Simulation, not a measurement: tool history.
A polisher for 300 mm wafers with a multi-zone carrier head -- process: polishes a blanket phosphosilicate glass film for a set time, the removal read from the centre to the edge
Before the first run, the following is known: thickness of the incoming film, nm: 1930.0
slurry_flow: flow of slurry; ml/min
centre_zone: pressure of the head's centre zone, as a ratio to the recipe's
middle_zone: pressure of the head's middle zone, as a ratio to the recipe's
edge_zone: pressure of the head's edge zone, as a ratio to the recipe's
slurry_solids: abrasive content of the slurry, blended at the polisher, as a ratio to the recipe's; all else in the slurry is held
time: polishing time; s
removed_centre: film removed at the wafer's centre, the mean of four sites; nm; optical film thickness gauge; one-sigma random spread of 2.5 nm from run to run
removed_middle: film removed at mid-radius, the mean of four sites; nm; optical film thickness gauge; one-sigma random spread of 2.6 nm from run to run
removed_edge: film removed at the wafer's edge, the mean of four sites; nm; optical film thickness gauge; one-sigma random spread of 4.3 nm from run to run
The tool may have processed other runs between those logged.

| run | day | slurry_flow | centre_zone | middle_zone | edge_zone | slurry_solids | time | removed_centre | removed_middle | removed_edge |
|---|---|---|---|---|---|---|---|---|---|---|
| 1 | 0.000 | 310 | 1.00 | 1.00 | 1.00 | 1.00 | 73 | 444.38 | 443.70 | 445.63 |
| 2 | 0.183 | 300 | 0.98 | 0.99 | 1.01 | 1.00 | 73 | 428.21 | 437.08 | 442.87 |
| 3 | 0.508 | 300 | 0.98 | 0.99 | 0.94 | 1.00 | 73 | 432.22 | 445.64 | 427.31 |
| 4 | 0.783 | 300 | 0.98 | 0.99 | 0.94 | 1.00 | 85 | 502.82 | 520.96 | 507.29 |
| 5 | 1.133 | 300 | 0.98 | 0.99 | 1.00 | 1.00 | 85 | 503.65 | 515.44 | 521.93 |
| 6 | 1.492 | 300 | 0.98 | 0.99 | 0.92 | 1.00 | 85 | 502.82 | 523.61 | 503.03 |
| 7 | 1.588 | 295 | 0.96 | 0.97 | 0.92 | 0.95 | 85 | 477.22 | 497.50 | 484.12 |

For run 8, what comes out?
| 8 | 1.688 | 230 | 0.86 | 0.87 | 0.96 | 0.85 | 85 | ? | ? | ? |

For run 8 the tool returned removed_centre 388.40 nm, removed_middle 415.97 nm, removed_edge 459.30 nm.
